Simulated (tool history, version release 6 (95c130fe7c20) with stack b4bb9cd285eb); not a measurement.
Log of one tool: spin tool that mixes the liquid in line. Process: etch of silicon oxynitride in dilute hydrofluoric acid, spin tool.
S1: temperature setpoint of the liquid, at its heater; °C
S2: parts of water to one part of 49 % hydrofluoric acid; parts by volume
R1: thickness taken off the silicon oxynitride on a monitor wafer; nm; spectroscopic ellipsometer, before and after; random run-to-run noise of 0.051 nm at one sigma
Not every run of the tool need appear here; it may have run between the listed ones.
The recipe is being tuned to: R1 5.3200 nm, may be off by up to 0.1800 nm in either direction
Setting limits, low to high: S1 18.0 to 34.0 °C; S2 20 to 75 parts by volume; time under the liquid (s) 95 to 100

run 1 hour=0.0 | S1=26.0 S2=45 time_under_the_liquid_(s)=95 | R1=8.6591
run 2 hour=3.0 | S1=26.0 S2=45 time_under_the_liquid_(s)=95 | R1=8.4985
run 3 hour=10.2 | S1=26.0 S2=30 time_under_the_liquid_(s)=95 | R1=12.9880
run 4 hour=15.5 | S1=24.5 S2=35 time_under_the_liquid_(s)=95 | R1=10.3210
run 5 hour=19.1 | S1=24.5 S2=45 time_under_the_liquid_(s)=95 | R1=7.8209
run 6 hour=25.0 | S1=23.0 S2=45 time_under_the_liquid_(s)=95 | R1=7.3422
run 7 hour=32.8 | S1=22.0 S2=45 time_under_the_liquid_(s)=95 | R1=7.1333
run 8 hour=34.4 | S1=21.0 S2=45 time_under_the_liquid_(s)=95 | R1=6.7706

Which one of the following 4 next-run settings gets every result inside its allowed miss? There is exactly one.
run A hour=36.0 | S1=22.0 S2=55 time_under_the_liquid_(s)=95 | R1=?
run B hour=36.0 | S1=22.5 S2=60 time_under_the_liquid_(s)=95 | R1=?
run C hour=36.0 | S1=21.5 S2=35 time_under_the_liquid_(s)=100 | R1=?
run D hour=36.0 | S1=19.0 S2=50 time_under_the_liquid_(s)=100 | R1=?

move=A R1=5.7814
move=B R1=5.4105
move=C R1=9.4623
move=D R1=5.7816
A: better than the last run, though not everything is in spec
B: hits every target within its allowed miss
C: lands further from the targets than the last run did
D: better than the last run, though not everything is in spec
Answer: B

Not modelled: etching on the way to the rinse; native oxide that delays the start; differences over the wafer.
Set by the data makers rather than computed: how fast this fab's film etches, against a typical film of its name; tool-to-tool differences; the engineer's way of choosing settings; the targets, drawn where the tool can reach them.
